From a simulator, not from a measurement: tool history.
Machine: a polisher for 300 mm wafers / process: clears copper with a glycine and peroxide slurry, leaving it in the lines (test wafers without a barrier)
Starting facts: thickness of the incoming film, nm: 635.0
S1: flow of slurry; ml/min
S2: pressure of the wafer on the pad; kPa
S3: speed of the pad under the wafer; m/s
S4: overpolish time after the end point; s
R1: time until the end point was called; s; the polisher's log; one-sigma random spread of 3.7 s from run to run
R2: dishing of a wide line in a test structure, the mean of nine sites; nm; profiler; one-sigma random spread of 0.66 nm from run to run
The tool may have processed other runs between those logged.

{"run": 1, "day": 0.0, "S1": 165, "S2": 15.2, "S3": 0.92, "S4": 27, "R1": 214.81, "R2": 27.916}
{"run": 2, "day": 0.371, "S1": 165, "S2": 15.2, "S3": 1.02, "S4": 27, "R1": 199.75, "R2": 27.717}
{"run": 3, "day": 0.579, "S1": 165, "S2": 15.2, "S3": 1.02, "S4": 36, "R1": 192.78, "R2": 28.957}
{"run": 4, "day": 0.888, "S1": 165, "S2": 15.2, "S3": 1.02, "S4": 44, "R1": 200.51, "R2": 29.582}
{"run": 5, "day": 0.983, "S1": 180, "S2": 13.1, "S3": 0.98, "S4": 47, "R1": 213.09, "R2": 30.005}
{"run": 6, "day": 1.2, "S1": 175, "S2": 11.7, "S3": 0.92, "S4": 49, "R1": 236.52, "R2": 30.357}
{"run": 7, "day": 1.283, "S1": 175, "S2": 11, "S3": 0.88, "S4": 50, "R1": 245.57, "R2": 31.289}
{"run": 8, "day": 1.621, "S1": 170, "S2": 10.3, "S3": 0.86, "S4": 50, "R1": 257.93, "R2": 29.989}

Estimate the outcome of run 9 from the log above:
{"run": 9, "day": 1.879, "S1": 190, "S2": 9.7, "S3": 0.82, "S4": 51, "R1": "?", "R2": "?"}

R1: 264.13 s
R2: 31.473 nm

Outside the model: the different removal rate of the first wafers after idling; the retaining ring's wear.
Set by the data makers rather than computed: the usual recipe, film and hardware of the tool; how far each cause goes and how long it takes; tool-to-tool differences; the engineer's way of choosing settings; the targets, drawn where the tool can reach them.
